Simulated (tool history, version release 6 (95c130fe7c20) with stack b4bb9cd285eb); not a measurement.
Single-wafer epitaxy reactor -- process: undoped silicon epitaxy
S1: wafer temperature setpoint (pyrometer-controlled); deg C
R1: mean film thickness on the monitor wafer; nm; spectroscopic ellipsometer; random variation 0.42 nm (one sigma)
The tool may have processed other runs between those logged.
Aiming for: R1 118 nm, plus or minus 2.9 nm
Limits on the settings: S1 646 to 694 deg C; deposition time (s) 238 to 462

{"run": 1, "hour": 0.0, "S1": 670, "deposition time (s)": 350, "R1": 91.582}
{"run": 2, "hour": 2.6, "S1": 672, "deposition time (s)": 350, "R1": 94.596}
{"run": 3, "hour": 7.3, "S1": 666, "deposition time (s)": 350, "R1": 84.441}
{"run": 4, "hour": 10.4, "S1": 660, "deposition time (s)": 350, "R1": 75.343}
{"run": 5, "hour": 19.1, "S1": 663, "deposition time (s)": 351, "R1": 79.496}
{"run": 6, "hour": 25.7, "S1": 666, "deposition time (s)": 352, "R1": 85.262}
{"hour": 34.1, "done": "pyrometer calibrated"}
{"run": 7, "hour": 34.1, "S1": 666, "deposition time (s)": 352, "R1": 77.819}
{"run": 8, "hour": 40.6, "S1": 678, "deposition time (s)": 357, "R1": 98.739}
{"run": 9, "hour": 45.1, "S1": 680, "deposition time (s)": 358, "R1": 102.92}

Which single option among these 5 for the next run brings every result within its allowed miss of target? Just one does.
{"run": "A", "hour": 49.6, "S1": 688, "deposition time (s)": 375, "R1": "?"}
{"run": "B", "hour": 49.6, "S1": 681, "deposition time (s)": 408, "R1": "?"}
{"run": "C", "hour": 49.6, "S1": 691, "deposition time (s)": 366, "R1": "?"}
{"run": "D", "hour": 49.6, "S1": 674, "deposition time (s)": 423, "R1": "?"}
{"run": "E", "hour": 49.6, "S1": 684, "deposition time (s)": 367, "R1": "?"}

move=A R1=123.72
move=B R1=118.77
move=C R1=127.34
move=D R1=108.47
move=E R1=112.74
A: takes the biggest miss from the last run beyond its target
B: all results land within tolerance of their targets
C: takes the biggest miss from the last run beyond its target
D: closes in on the targets versus the last run, not all within tolerance yet
E: closes in on the targets versus the last run, not all within tolerance yet
Go with B: it meets all targets.
